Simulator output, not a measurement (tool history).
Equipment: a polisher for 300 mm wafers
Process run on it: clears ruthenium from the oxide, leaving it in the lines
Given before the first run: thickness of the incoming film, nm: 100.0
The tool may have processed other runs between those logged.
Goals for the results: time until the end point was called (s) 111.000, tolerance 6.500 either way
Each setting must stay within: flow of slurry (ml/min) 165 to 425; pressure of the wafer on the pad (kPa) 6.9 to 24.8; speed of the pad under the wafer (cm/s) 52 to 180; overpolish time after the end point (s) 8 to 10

run    day  flow of slurry (ml/min)  pressure of the wafer on the pad (kPa)  speed of the pad under the wafer (cm/s)  overpolish time after the end point (s)  time until the end point was called (s)
  1  0.000                      275                                    15.9                                      116                                       10                                   65.157
  2  0.279                      275                                    17.2                                      116                                       10                                   58.610
  3  0.646                      305                                    17.2                                      116                                       10                                   59.322
  4  0.754                      305                                    17.2                                      116                                        8                                   58.151
  5  1.029                      335                                    17.2                                      116                                        8                                   59.055
  6  1.233                      335                                    15.2                                      114                                        8                                   67.911
  7  1.267                      335                                    13.8                                      112                                        8                                   74.042
  8  1.492                      335                                    12.4                                      110                                        8                                   84.926
  9  1.704                      335                                    12.4                                      110                                        8                                   86.677
 10  1.946                      335                                    11.7                                      110                                        8                                   88.538
 11  2.279                      335                                    11.0                                      110                                        8                                   97.135
 12  2.375                      335                                    10.3                                      110                                        8                                   99.853

Which single option among these 5 for the next run brings every result within its allowed miss of target? Just one does.
  A  2.471                      345                                    11.0                                      122                                        8                                        ?
  B  2.471                      325                                    12.4                                      104                                       10                                        ?
  C  2.471                      280                                    11.0                                      138                                        8                                        ?
  D  2.471                      350                                    10.3                                      102                                       10                                        ?
  E  2.471                      375                                    11.7                                      116                                       10                                        ?

move  time until the end point was called (s)
   A                                   85.767
   B                                   89.866
   C                                   77.546
   D                                  108.380
   E                                   84.433
A: its largest miss is bigger than the last run's
B: its largest miss is bigger than the last run's
C: its largest miss is bigger than the last run's
D: in spec on every target
E: its largest miss is bigger than the last run's
Correct choice: D, which meets every target
